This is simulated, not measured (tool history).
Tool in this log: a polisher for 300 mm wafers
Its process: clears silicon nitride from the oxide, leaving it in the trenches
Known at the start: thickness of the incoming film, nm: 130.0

run	day	flow of slurry (ml/min)	pressure of the wafer on the pad (psi)	speed of the pad under the wafer (cm/s)	overpolish time after the end point (s)	time until the end point was called (s)
1	0	130	3.2	100	14	145.29
2	0.108	130	3.6	102	14	131.09
3	0.338	130	3.6	102	14	129.42
4	0.7	130	3.6	82	14	163.51
5	0.796	100	3.6	82	14	169.39
6	1.138	100	3.2	82	14	191.22

Estimate the outcome of run 7 from the log above:
7	1.304	105	3.8	86	14	?

{"run 7": {"time until the end point was called (s)": 155.52}}

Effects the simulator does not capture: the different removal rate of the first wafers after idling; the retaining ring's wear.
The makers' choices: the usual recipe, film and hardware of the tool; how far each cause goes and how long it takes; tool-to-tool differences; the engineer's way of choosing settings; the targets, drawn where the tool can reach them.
